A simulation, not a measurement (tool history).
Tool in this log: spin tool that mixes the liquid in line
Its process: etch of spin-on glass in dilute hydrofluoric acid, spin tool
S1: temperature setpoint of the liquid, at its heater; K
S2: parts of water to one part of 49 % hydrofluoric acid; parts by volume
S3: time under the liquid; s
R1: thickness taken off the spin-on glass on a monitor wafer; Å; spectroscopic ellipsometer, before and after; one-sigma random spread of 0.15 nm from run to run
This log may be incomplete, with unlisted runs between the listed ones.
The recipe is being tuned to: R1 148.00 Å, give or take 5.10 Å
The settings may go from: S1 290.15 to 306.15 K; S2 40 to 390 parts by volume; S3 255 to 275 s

run 1 day=0.000 | S1=298.15 S2=215 S3=255 | R1=229.88
run 2 day=0.300 | S1=298.15 S2=215 S3=275 | R1=249.67
run 3 day=0.583 | S1=298.15 S2=215 S3=255 | R1=231.21
run 4 day=0.921 | S1=298.15 S2=215 S3=275 | R1=252.04
run 5 day=1.192 | S1=298.15 S2=215 S3=275 | R1=249.34
run 6 day=1.375 | S1=298.15 S2=245 S3=275 | R1=212.32
run 7 day=1.567 | S1=297.15 S2=250 S3=275 | R1=202.90
run 8 day=1.812 | S1=296.15 S2=255 S3=275 | R1=189.47
run 9 day=2.058 | S1=292.15 S2=265 S3=275 | R1=155.82

Which single option among these 4 for the next run brings every result within its allowed miss of target? Just one does.
run A day=2.304 | S1=295.65 S2=285 S3=255 | R1=?
run B day=2.304 | S1=290.15 S2=230 S3=260 | R1=?
run C day=2.304 | S1=290.65 S2=250 S3=275 | R1=?
run D day=2.304 | S1=293.15 S2=245 S3=255 | R1=?

move=A R1=148.97
move=B R1=161.12
move=C R1=157.06
move=D R1=164.22
A: all results land within tolerance of their targets
B: further off than the last run
C: further off than the last run
D: further off than the last run
The right move is A.
